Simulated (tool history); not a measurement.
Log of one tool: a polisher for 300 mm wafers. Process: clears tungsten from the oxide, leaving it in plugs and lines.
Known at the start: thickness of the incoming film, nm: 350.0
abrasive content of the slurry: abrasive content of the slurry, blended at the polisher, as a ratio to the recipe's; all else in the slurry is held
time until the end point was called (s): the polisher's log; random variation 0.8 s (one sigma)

run  hour  flow of slurry (ml/min)  pressure of the wafer on the pad (kPa)  speed of the pad under the wafer (m/s)  abrasive content of the slurry  overpolish time after the end point (s)  time until the end point was called (s)
  1     0                      185                                    24.8                                     1.1                               1                                        4                                   62.741
  2   2.3                      185                                    24.1                                     1.1                               1                                        4                                   63.673
  3   3.2                      185                                    24.1                                     1.3                               1                                        4                                   54.674
  4   5.8                      185                                    22.8                                     1.3                               1                                        4                                   56.978
  5  11.3                      185                                    22.8                                     1.3                            0.85                                        4                                   58.945
  6  18.8                      185                                    22.1                                     1.3                            0.85                                        4                                   60.148
  7  24.6                      185                                    21.4                                     1.3                            0.85                                        4                                   64.333
  8  31.3                      185                                    20.7                                     1.3                            0.85                                        4                                   64.725
  9    35                      185                                      20                                     1.3                            0.85                                        4                                   64.895
 10  40.4                      185                                    19.3                                     1.3                            0.85                                        4                                   67.609

Run 11 comes next. What will it give?
 11  48.3                      185                                    18.6                                     1.3                            0.85                                        4                                        ?

{"run 11": {"time until the end point was called (s)": 69.13}}
